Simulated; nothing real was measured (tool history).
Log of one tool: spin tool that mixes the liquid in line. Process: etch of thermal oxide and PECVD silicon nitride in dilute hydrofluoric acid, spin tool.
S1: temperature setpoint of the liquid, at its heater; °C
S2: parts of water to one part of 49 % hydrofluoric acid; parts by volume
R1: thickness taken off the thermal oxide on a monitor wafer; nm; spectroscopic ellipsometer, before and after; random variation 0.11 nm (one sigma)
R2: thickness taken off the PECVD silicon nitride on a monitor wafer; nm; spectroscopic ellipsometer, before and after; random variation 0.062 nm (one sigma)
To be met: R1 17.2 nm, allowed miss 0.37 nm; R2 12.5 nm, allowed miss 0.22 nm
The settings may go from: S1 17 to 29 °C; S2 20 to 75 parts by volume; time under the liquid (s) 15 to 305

{"run": 1, "hour": 0.0, "S1": 21, "S2": 45, "time under the liquid (s)": 155, "R1": 14.375, "R2": 11.454}
{"run": 2, "hour": 2.8, "S1": 19.5, "S2": 45, "time under the liquid (s)": 155, "R1": 13.222, "R2": 10.123}
{"run": 3, "hour": 9.6, "S1": 19.5, "S2": 40, "time under the liquid (s)": 155, "R1": 15.241, "R2": 11.462}
{"run": 4, "hour": 12.5, "S1": 19.5, "S2": 35, "time under the liquid (s)": 155, "R1": 17.605, "R2": 13.035}
{"run": 5, "hour": 18.3, "S1": 19.5, "S2": 45, "time under the liquid (s)": 155, "R1": 13.342, "R2": 10.234}
{"run": 6, "hour": 24.8, "S1": 19.5, "S2": 45, "time under the liquid (s)": 220, "R1": 18.753, "R2": 14.508}
{"run": 7, "hour": 27.7, "S1": 19, "S2": 45, "time under the liquid (s)": 220, "R1": 18.521, "R2": 14.001}
{"run": 8, "hour": 31.3, "S1": 18.5, "S2": 45, "time under the liquid (s)": 220, "R1": 18.154, "R2": 13.436}

Which of these 5 next moves meets every target?
{"run": "A", "hour": 34.9, "S1": 20.5, "S2": 30, "time under the liquid (s)": 125, "R1": "?", "R2": "?"}
{"run": "B", "hour": 34.9, "S1": 22.5, "S2": 45, "time under the liquid (s)": 180, "R1": "?", "R2": "?"}
{"run": "C", "hour": 34.9, "S1": 19.5, "S2": 35, "time under the liquid (s)": 155, "R1": "?", "R2": "?"}
{"run": "D", "hour": 34.9, "S1": 19.5, "S2": 45, "time under the liquid (s)": 200, "R1": "?", "R2": "?"}
{"run": "E", "hour": 34.9, "S1": 18.5, "S2": 35, "time under the liquid (s)": 160, "R1": "?", "R2": "?"}

move=A R1=16.933 R2=12.94
move=B R1=17.363 R2=14.444
move=C R1=17.135 R2=12.893
move=D R1=16.993 R2=13.044
move=E R1=16.939 R2=12.404
A: nearer than the last run, and not there yet
B: further off than the last run
C: nearer than the last run, and not there yet
D: nearer than the last run, and not there yet
E: meets every target
Answer: E
